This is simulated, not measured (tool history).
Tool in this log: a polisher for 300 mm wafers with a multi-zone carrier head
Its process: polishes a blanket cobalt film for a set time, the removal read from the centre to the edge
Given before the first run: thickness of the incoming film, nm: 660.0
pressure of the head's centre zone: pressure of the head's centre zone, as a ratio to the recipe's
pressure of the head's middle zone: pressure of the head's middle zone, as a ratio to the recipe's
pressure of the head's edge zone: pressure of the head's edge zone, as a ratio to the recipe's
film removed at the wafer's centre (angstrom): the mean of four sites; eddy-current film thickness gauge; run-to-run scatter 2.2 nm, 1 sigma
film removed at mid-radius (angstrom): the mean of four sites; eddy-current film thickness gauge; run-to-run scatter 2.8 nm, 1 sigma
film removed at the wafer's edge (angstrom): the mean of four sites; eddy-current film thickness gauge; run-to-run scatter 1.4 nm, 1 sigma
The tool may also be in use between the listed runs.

run	day	flow of slurry (ml/min)	pressure of the head's centre zone	pressure of the head's middle zone	pressure of the head's edge zone	polishing time (s)	film removed at the wafer's centre (angstrom)	film removed at mid-radius (angstrom)	film removed at the wafer's edge (angstrom)
1	0	155	1	1	1	35	2811.2	2710	2792.9
2	0.225	150	1.02	0.99	0.97	34	2796.4	2711.9	2683.2
3	0.562	150	1.02	0.99	0.97	41	3338.1	3167.3	3210.1
4	0.925	150	1.02	0.99	0.93	41	3328	3156	3171.9
5	1.267	150	1.04	0.97	0.92	38	3130.1	2922.1	2896.5
6	1.379	150	1.06	0.95	0.91	36	3033	2730.6	2767.6
7	1.429	150	1.08	0.94	0.89	34	2973	2610.4	2571.1
8	1.467	145	1.08	0.93	0.88	33	2822	2479.6	2514
9	1.758	155	1.15	0.95	0.82	25	2320.7	1895.7	1815
10	1.933	165	1.14	0.95	0.84	25	2323.7	1933.6	1858.5
11	2.154	165	1.14	0.95	0.84	25	2310.8	1915.6	1859.8
12	2.338	165	1.14	0.96	0.86	25	2349.9	1920.2	1891.6

The next listed run, before its measurement:
13	2.479	170	1.14	0.97	0.87	25	?	?	?

Run 13 yielded film removed at the wafer's centre (angstrom) 2316.2, film removed at mid-radius (angstrom) 1895.2, film removed at the wafer's edge (angstrom) 1879.6.
